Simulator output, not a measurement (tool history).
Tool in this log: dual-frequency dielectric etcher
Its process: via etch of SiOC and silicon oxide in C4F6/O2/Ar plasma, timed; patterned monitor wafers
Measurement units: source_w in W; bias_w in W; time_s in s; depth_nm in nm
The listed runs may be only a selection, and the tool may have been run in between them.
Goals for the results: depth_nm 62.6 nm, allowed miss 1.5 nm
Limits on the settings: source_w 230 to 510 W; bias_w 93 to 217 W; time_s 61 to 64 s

run  hour  source_w  bias_w  time_s  depth_nm
  1     0       370     155      61    69.228
  2   3.7       360     154      61    67.568
  3   5.5       360     144      61    66.488
  4  11.3       360     170      61    69.149
  5  15.6       350     169      61    68.609
  6  18.6       400     169      61    73.217
  7    21       390     167      61    71.959
  8  26.4       380     166      61    70.766
  9  31.2       370     165      61    70.042

Pick the move, out of 4, that brings all results within their allowed miss; only one does.
  A    36       310     171      63         ?
  B    36       300     151      62         ?
  C    36       270     217    62.5         ?
  D    36       260     157      64         ?

move  depth_nm
   A    67.073
   B    62.759
   C    65.977
   D    60.402
A: moves toward the targets from the last run without getting all of them in spec
B: each result inside its tolerance
C: moves toward the targets from the last run without getting all of them in spec
D: the result that was furthest off in the last run now lies on the other side of its target
So the answer is move B, the one that meets all the targets.

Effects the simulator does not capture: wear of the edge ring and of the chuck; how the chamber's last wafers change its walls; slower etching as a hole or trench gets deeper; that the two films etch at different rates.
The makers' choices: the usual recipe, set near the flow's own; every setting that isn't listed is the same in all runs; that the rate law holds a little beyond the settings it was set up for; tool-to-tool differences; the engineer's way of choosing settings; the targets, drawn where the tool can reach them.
